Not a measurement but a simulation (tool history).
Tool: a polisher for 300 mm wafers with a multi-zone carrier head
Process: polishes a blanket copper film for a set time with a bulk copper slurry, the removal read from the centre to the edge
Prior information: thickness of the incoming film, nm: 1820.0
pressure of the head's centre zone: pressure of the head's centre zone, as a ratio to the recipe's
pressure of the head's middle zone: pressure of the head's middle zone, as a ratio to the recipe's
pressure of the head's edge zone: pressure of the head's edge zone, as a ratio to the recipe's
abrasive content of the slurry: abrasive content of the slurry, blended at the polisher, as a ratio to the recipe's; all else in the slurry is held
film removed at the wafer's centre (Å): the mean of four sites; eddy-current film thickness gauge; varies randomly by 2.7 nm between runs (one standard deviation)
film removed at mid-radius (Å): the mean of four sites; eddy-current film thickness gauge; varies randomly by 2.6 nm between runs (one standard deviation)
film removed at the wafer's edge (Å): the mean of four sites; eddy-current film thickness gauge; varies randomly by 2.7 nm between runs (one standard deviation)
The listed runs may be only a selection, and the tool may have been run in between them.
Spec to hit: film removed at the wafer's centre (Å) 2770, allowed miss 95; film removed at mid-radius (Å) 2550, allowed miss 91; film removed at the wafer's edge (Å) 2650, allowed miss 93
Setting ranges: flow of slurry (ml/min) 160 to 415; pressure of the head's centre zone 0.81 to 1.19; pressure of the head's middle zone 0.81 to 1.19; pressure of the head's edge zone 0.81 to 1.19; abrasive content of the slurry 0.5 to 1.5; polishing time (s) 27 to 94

run  hour  flow of slurry (ml/min)  pressure of the head's centre zone  pressure of the head's middle zone  pressure of the head's edge zone  abrasive content of the slurry  polishing time (s)  film removed at the wafer's centre (Å)  film removed at mid-radius (Å)  film removed at the wafer's edge (Å)
  1     0                      265                                   1                                   1                                 1                               1                  60                                  5254.7                          5401.6                                5191.9
  2   2.1                      260                                0.99                                0.97                              0.97                             0.9                  53                                  4503.8                          4405.8                                4453.4
  3   3.1                      260                                0.99                                0.97                              0.97                             1.1                  53                                  4659.9                          4641.2                                4683.8
  4  11.7                      260                                0.98                                0.96                              0.94                            0.95                  48                                  4112.5                          4022.4                                4022.9
  5    16                      260                                0.97                                0.94                              0.92                            0.85                  45                                  3687.3                          3581.2                                3600.3
  6  22.9                      260                                0.94                                0.94                              0.92                            0.85                  45                                  3573.8                          3661.8                                3669.2
  7  31.4                      255                                0.94                                0.92                               0.9                            0.75                  43                                    3367                          3367.9                                3390.7
  8  36.4                      255                                0.94                                 0.9                              0.88                             0.7                  41                                  3131.6                            3106                                  3226
  9  45.2                      255                                0.95                                 0.9                              0.87                            0.65                  39                                  2984.5                            2915                                2941.6

5 next moves are on the table. One of them brings every result within its allowed miss. Which?
  A    54                      330                                0.82                                 0.9                              0.89                             0.5                  38                                       ?                               ?                                     ?
  B    54                      280                                1.06                                0.86                              0.84                            0.75                  34                                       ?                               ?                                     ?
  C    54                      275                                0.97                                0.85                              0.83                             0.5                  37                                       ?                               ?                                     ?
  D    54                      330                                0.98                                0.81                              0.89                            0.55                  38                                       ?                               ?                                     ?
  E    54                      270                                1.03                                0.87                              0.86                             0.8                  34                                       ?                               ?                                     ?

move  film removed at the wafer's centre (Å)  film removed at mid-radius (Å)  film removed at the wafer's edge (Å)
   A                                    2456                          2806.7                                2846.7
   B                                  2938.3                          2551.9                                2631.2
   C                                  2743.9                          2565.4                                2656.7
   D                                  2938.2                          2611.8                                2894.4
   E                                  2883.7                          2598.2                                  2683
A: nearer the targets than the last run, but a result is still out of spec
B: meets the target for the result that was furthest off, but another lies outside its allowed miss
C: meets every target
D: meets the target for the result that was furthest off, but another lies outside its allowed miss
E: meets the target for the result that was furthest off, but another lies outside its allowed miss
Move C is the one to make.
